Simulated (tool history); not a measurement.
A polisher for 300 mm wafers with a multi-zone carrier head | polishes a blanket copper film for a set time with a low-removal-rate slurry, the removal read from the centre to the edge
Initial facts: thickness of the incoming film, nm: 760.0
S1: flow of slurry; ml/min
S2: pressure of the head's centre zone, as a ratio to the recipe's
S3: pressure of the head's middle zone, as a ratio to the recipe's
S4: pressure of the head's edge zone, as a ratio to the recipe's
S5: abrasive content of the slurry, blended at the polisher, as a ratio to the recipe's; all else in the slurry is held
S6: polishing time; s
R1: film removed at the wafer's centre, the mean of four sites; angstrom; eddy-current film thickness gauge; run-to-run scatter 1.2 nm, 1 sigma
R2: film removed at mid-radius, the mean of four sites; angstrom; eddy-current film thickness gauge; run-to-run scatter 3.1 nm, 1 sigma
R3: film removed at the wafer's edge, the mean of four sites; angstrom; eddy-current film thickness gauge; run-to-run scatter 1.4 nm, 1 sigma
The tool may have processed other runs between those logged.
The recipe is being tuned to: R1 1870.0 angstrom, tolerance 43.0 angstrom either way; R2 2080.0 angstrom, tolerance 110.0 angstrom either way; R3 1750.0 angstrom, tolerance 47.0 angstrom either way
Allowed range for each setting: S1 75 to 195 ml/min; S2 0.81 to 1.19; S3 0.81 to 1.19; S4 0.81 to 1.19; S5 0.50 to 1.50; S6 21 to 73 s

run	hour	S1	S2	S3	S4	S5	S6	R1	R2	R3
1	0.0	125	1.00	1.00	1.00	1.00	47	2200.7	2208.7	2215.5
2	6.8	120	1.00	1.02	0.96	0.90	47	2099.5	2203.2	2090.0
3	9.8	115	1.00	1.02	0.93	0.85	47	2075.1	2153.7	2024.3
4	16.5	110	1.00	1.03	0.91	0.80	47	2000.3	2088.2	1952.1
5	18.6	110	1.04	1.03	0.91	0.80	47	2062.3	2088.9	1969.6
6	26.5	110	1.04	1.03	0.96	0.80	47	2076.7	2070.2	2012.0
7	34.0	105	1.04	1.05	0.93	0.80	47	2070.1	2144.4	1982.3
8	37.3	100	1.04	1.06	0.91	0.75	47	1988.9	2096.3	1890.7
9	44.4	95	1.04	1.07	0.90	0.75	47	1952.5	2057.6	1852.8
10	50.6	90	1.04	1.08	0.89	0.75	47	1931.1	2065.6	1858.3
11	58.6	90	1.04	1.09	0.87	0.75	47	1934.0	2067.2	1828.9
12	63.5	90	1.04	1.10	0.86	0.75	47	1919.5	2065.7	1824.8

4 candidate next runs follow, results not yet known. Just one meets every target within its allowed miss. Identify it.
A	68.4	85	1.04	1.14	0.83	0.65	48	?	?	?
B	68.4	75	1.10	0.94	0.88	0.85	47	?	?	?
C	68.4	90	1.09	1.12	0.91	0.55	44	?	?	?
D	68.4	90	1.04	0.94	0.89	0.85	47	?	?	?

move	R1	R2	R3
A	1862.5	2098.6	1752.0
B	1976.1	1798.7	1842.6
C	1747.8	1845.2	1623.5
D	1976.4	1888.6	1912.3
A: hits every target within its allowed miss
B: lands further from the targets than the last run did
C: pushes the last run's worst result past its target
D: lands further from the targets than the last run did
A is the move that brings every result within its allowed miss.
